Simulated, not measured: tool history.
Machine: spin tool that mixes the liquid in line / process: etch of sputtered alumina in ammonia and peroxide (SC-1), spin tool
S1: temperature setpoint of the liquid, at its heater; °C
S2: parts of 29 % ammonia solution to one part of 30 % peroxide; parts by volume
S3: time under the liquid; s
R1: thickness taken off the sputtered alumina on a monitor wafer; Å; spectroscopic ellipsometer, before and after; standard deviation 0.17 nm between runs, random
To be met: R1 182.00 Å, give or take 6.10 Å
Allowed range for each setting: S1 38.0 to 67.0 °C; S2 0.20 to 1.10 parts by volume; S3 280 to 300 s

{"run": 1, "day": 0.0, "S1": 51.0, "S2": 0.6, "S3": 280, "R1": 150.24}
{"run": 2, "day": 0.158, "S1": 51.0, "S2": 0.7, "S3": 280, "R1": 155.75}
{"run": 3, "day": 0.246, "S1": 52.0, "S2": 0.7, "S3": 280, "R1": 165.02}
{"run": 4, "day": 0.421, "S1": 45.0, "S2": 0.7, "S3": 280, "R1": 109.69}
{"run": 5, "day": 0.625, "S1": 45.0, "S2": 0.6, "S3": 280, "R1": 107.33}
{"run": 6, "day": 0.904, "S1": 45.0, "S2": 0.75, "S3": 280, "R1": 111.58}
{"run": 7, "day": 1.171, "S1": 47.5, "S2": 0.75, "S3": 280, "R1": 127.6}
{"run": 8, "day": 1.354, "S1": 49.5, "S2": 0.75, "S3": 280, "R1": 139.2}
{"run": 9, "day": 1.504, "S1": 51.0, "S2": 0.75, "S3": 280, "R1": 155.45}
{"run": 10, "day": 1.833, "S1": 52.0, "S2": 0.75, "S3": 280, "R1": 162.95}
{"run": 11, "day": 2.1, "S1": 52.0, "S2": 0.75, "S3": 280, "R1": 163.03}
{"run": 12, "day": 2.383, "S1": 52.5, "S2": 0.75, "S3": 280, "R1": 170.95}
{"run": 13, "day": 2.612, "S1": 53.0, "S2": 0.75, "S3": 280, "R1": 174.22}

Pick the move, out of 5, that brings all results within their allowed miss; only one does.
{"run": "A", "day": 2.842, "S1": 52.0, "S2": 0.75, "S3": 280, "R1": "?"}
{"run": "B", "day": 2.842, "S1": 51.0, "S2": 0.7, "S3": 295, "R1": "?"}
{"run": "C", "day": 2.842, "S1": 53.5, "S2": 0.8, "S3": 285, "R1": "?"}
{"run": "D", "day": 2.842, "S1": 50.0, "S2": 0.95, "S3": 300, "R1": "?"}
{"run": "E", "day": 2.842, "S1": 51.5, "S2": 0.95, "S3": 280, "R1": "?"}

move=A R1=162.86
move=B R1=161.44
move=C R1=180.85
move=D R1=160.00
move=E R1=162.10
A: lands further from the targets than the last run did
B: lands further from the targets than the last run did
C: in spec on every target
D: lands further from the targets than the last run did
E: lands further from the targets than the last run did
Go with C: it meets all targets.

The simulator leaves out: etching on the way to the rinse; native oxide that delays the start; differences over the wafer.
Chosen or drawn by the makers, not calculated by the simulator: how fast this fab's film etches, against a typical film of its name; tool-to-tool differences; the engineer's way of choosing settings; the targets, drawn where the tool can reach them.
